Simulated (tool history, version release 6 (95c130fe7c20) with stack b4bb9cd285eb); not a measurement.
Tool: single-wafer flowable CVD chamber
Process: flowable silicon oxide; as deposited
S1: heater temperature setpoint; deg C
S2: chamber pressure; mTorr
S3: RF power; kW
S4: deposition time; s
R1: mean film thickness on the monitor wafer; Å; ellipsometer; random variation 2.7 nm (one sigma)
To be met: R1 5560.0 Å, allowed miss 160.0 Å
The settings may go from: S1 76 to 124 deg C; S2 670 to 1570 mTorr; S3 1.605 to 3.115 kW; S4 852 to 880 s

{"run": 1, "hour": 0.0, "S1": 100, "S2": 1120, "S3": 2.36, "S4": 852, "R1": 8359.9}
{"run": 2, "hour": 6.5, "S1": 100, "S2": 1310, "S3": 2.36, "S4": 852, "R1": 9787.2}
{"run": 3, "hour": 15.4, "S1": 102, "S2": 1310, "S3": 2.36, "S4": 852, "R1": 9147.9}
{"run": 4, "hour": 19.3, "S1": 104, "S2": 1310, "S3": 2.36, "S4": 852, "R1": 8645.7}
{"run": 5, "hour": 26.4, "S1": 105, "S2": 1310, "S3": 2.36, "S4": 852, "R1": 8369.8}
{"run": 6, "hour": 27.4, "S1": 105, "S2": 1490, "S3": 2.36, "S4": 852, "R1": 9519.8}
{"run": 7, "hour": 28.6, "S1": 107, "S2": 1490, "S3": 2.36, "S4": 852, "R1": 8950.6}
{"run": 8, "hour": 35.5, "S1": 119, "S2": 1480, "S3": 2.36, "S4": 852, "R1": 6354.2}
{"run": 9, "hour": 40.6, "S1": 122, "S2": 1480, "S3": 2.36, "S4": 852, "R1": 5815.8}

4 next moves are on the table. One of them brings every result within its allowed miss. Which?
{"run": "A", "hour": 45.7, "S1": 123, "S2": 1570, "S3": 2.11, "S4": 855, "R1": "?"}
{"run": "B", "hour": 45.7, "S1": 118, "S2": 1260, "S3": 2.305, "S4": 852, "R1": "?"}
{"run": "C", "hour": 45.7, "S1": 120, "S2": 1400, "S3": 2.5, "S4": 855, "R1": "?"}
{"run": "D", "hour": 45.7, "S1": 120, "S2": 1470, "S3": 2.22, "S4": 871, "R1": "?"}

move=A R1=5878.3
move=B R1=5595.0
move=C R1=5923.2
move=D R1=6181.0
A: further off than the last run
B: meets every target
C: further off than the last run
D: further off than the last run
Answer: B

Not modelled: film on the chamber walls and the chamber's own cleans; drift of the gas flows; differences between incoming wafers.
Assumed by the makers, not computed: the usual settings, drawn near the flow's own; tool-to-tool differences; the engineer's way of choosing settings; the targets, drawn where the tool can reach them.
